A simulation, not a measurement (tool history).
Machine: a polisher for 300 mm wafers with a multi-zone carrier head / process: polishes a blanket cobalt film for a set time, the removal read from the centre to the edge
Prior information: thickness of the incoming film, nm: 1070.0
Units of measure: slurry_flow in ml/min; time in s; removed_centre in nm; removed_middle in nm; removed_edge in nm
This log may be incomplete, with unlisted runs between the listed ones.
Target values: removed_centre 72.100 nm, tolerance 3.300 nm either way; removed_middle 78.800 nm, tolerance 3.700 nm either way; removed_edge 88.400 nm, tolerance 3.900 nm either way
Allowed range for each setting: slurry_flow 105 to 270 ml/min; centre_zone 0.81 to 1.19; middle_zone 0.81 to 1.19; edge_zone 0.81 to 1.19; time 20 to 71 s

run,hour,slurry_flow,centre_zone,middle_zone,edge_zone,time,removed_centre,removed_middle,removed_edge
1,0.0,175,1.00,1.00,1.00,45,170.340,164.660,155.260
2,8.4,175,1.00,1.00,0.95,45,170.820,162.420,150.550
3,17.4,165,0.98,0.98,0.96,42,154.830,148.490,139.640
4,23.9,165,0.98,0.94,0.96,42,155.920,143.760,139.430
5,28.6,165,1.04,0.94,0.96,42,166.560,142.790,141.630
6,29.3,130,1.04,0.94,0.96,42,154.990,132.490,134.990
7,34.3,125,1.01,0.93,0.98,39,140.450,121.740,126.100
8,42.9,125,0.99,0.93,1.00,37,128.740,117.820,121.840
9,47.1,125,0.97,0.92,1.01,35,121.140,110.190,116.730
10,48.1,125,0.95,0.92,1.02,34,113.080,109.650,113.370
11,50.8,125,0.94,0.91,1.03,33,108.030,104.240,111.150
12,56.5,125,0.93,0.91,1.03,32,104.650,101.920,104.230
13,57.8,125,0.92,0.90,1.05,31,100.030,96.050,104.500
# hour 59.2: centre zone pressure recalibrated
14,59.2,125,0.92,0.90,1.05,31,91.663,97.045,103.840
15,60.3,115,0.83,0.83,1.04,23,60.996,65.716,76.532
16,66.9,115,0.83,0.83,1.04,23,60.781,65.895,77.316
17,75.5,165,0.89,0.92,1.13,26,79.158,86.139,93.800
18,82.1,165,0.89,0.91,1.13,26,78.953,85.881,96.332
19,83.7,165,0.89,0.91,1.12,26,81.473,87.250,93.800
20,85.4,165,0.88,0.90,1.12,26,78.569,86.014,94.854

Consider the 4 candidate settings below. Which is the only one whose results all fall within their allowed miss of target?
A,87.1,120,0.85,1.05,1.03,27,?,?,?
B,87.1,115,0.91,1.01,1.09,28,?,?,?
C,87.1,175,0.84,1.03,1.08,25,?,?,?
D,87.1,150,0.85,0.86,1.09,25,?,?,?

move,removed_centre,removed_middle,removed_edge
A,74.426,94.132,90.395
B,81.696,93.966,95.768
C,74.120,92.701,90.458
D,72.659,79.679,89.245
A: corrects the largest miss of the last run, while another result sits out of spec
B: lands further from the targets than the last run did
C: corrects the largest miss of the last run, while another result sits out of spec
D: meets every target
Correct choice: D, which meets every target

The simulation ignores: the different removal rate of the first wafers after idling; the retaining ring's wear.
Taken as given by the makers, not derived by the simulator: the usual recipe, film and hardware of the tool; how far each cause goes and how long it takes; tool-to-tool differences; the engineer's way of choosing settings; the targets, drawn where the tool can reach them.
